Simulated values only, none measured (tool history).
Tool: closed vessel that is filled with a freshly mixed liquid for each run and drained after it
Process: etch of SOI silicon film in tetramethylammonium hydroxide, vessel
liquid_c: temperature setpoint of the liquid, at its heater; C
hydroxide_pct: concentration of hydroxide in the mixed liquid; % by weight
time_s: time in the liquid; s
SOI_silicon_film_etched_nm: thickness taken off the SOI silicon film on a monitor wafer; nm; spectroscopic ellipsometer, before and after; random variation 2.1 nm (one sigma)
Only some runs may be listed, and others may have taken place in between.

| run | hour | liquid_c | hydroxide_pct | time_s | SOI_silicon_film_etched_nm |
|---|---|---|---|---|---|
| 1 | 0.0 | 66.0 | 16.0 | 30 | 140.41 |
| 2 | 6.4 | 66.0 | 19.0 | 30 | 130.32 |
| 3 | 9.3 | 66.0 | 19.0 | 30 | 130.80 |
| 4 | 15.7 | 66.0 | 16.5 | 30 | 136.30 |
| 5 | 20.5 | 69.0 | 16.5 | 30 | 165.25 |
| 6 | 28.7 | 70.5 | 16.5 | 30 | 177.59 |
| 7 | 36.5 | 72.0 | 16.5 | 30 | 197.44 |
| 8 | 40.0 | 73.0 | 16.5 | 30 | 206.08 |

Estimate the outcome of run 9 from the log above:
| 9 | 45.0 | 73.5 | 16.5 | 30 | ? |

For run 9 the tool returned SOI_silicon_film_etched_nm 212.70 nm.

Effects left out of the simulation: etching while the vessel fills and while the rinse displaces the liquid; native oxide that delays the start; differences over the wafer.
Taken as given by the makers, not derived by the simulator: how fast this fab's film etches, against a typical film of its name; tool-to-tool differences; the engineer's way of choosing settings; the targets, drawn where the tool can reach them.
